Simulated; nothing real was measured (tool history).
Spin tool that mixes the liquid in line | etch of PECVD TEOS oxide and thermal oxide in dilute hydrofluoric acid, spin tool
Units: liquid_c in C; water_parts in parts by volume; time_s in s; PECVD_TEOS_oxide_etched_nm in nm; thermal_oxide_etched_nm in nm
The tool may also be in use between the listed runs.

run	hour	liquid_c	water_parts	time_s	PECVD_TEOS_oxide_etched_nm	thermal_oxide_etched_nm
1	0	21	50	180	48.945	17.138
2	4.7	21	65	180	36.881	13.008
3	7.2	20.5	65	180	36.454	12.614
4	9.6	23.5	65	180	40.735	14.376
5	16.7	23	65	180	40.547	14.033
6	22.4	25.5	65	180	44.25	15.633
7	23.5	24.5	65	180	42.617	14.795
8	26.8	23.5	65	180	39.938	14.425

Forecast run 9:
9	33	22.5	65	180	?	?

{"run 9": {"PECVD_TEOS_oxide_etched_nm": 38.635, "thermal_oxide_etched_nm": 13.569}}
